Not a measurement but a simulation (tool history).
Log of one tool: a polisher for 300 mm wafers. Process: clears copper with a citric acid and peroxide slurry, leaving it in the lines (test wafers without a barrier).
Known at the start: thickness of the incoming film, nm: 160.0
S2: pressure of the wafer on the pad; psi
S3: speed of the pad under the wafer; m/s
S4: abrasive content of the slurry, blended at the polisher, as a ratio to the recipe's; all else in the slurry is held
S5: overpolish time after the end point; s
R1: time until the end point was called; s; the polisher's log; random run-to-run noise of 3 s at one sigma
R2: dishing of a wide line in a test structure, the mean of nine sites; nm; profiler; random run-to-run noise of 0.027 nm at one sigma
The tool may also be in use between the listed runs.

run 1 hour=0.0 | flow_of_slurry_(ml/min)=225 S2=2.2 S3=0.86 S4=1.00 S5=12 | R1=99.193 R2=13.3310
run 2 hour=4.5 | flow_of_slurry_(ml/min)=220 S2=2.1 S3=0.82 S4=0.95 S5=11 | R1=108.840 R2=11.3180
run 3 hour=13.1 | flow_of_slurry_(ml/min)=215 S2=2.0 S3=0.78 S4=0.90 S5=10 | R1=125.430 R2=9.3680
run 4 hour=19.0 | flow_of_slurry_(ml/min)=220 S2=1.9 S3=0.74 S4=0.95 S5=9 | R1=135.650 R2=7.9148
run 5 hour=22.3 | flow_of_slurry_(ml/min)=235 S2=1.8 S3=0.70 S4=1.00 S5=8 | R1=147.990 R2=6.6020
run 6 hour=23.6 | flow_of_slurry_(ml/min)=235 S2=1.8 S3=0.52 S4=1.00 S5=8 | R1=182.730 R2=5.1486
run 7 hour=27.4 | flow_of_slurry_(ml/min)=250 S2=1.7 S3=0.50 S4=1.05 S5=8 | R1=204.440 R2=4.7129
run 8 hour=32.9 | flow_of_slurry_(ml/min)=235 S2=1.7 S3=0.48 S4=1.10 S5=8 | R1=204.270 R2=4.6516
run 9 hour=38.5 | flow_of_slurry_(ml/min)=250 S2=1.7 S3=0.46 S4=1.15 S5=8 | R1=205.510 R2=4.5445
run 10 hour=39.6 | flow_of_slurry_(ml/min)=260 S2=1.7 S3=0.46 S4=1.20 S5=8 | R1=205.380 R2=4.6685
run 11 hour=45.3 | flow_of_slurry_(ml/min)=260 S2=1.7 S3=0.46 S4=1.20 S5=8 | R1=207.060 R2=4.7526
run 12 hour=47.6 | flow_of_slurry_(ml/min)=265 S2=1.1 S3=0.50 S4=1.15 S5=4 | R1=272.320 R2=1.7707
run 13 hour=50.9 | flow_of_slurry_(ml/min)=270 S2=1.1 S3=0.52 S4=1.15 S5=4 | R1=272.780 R2=1.8418
run 14 hour=57.4 | flow_of_slurry_(ml/min)=275 S2=1.1 S3=0.56 S4=1.10 S5=4 | R1=257.480 R2=1.8728
run 15 hour=60.7 | flow_of_slurry_(ml/min)=280 S2=1.1 S3=0.58 S4=1.10 S5=4 | R1=247.120 R2=1.9480

Predict the results of run 16:
run 16 hour=64.8 | flow_of_slurry_(ml/min)=285 S2=1.1 S3=0.58 S4=1.10 S5=4 | R1=? R2=?

{"run 16": {"R1": 240.47, "R2": 1.9424}}

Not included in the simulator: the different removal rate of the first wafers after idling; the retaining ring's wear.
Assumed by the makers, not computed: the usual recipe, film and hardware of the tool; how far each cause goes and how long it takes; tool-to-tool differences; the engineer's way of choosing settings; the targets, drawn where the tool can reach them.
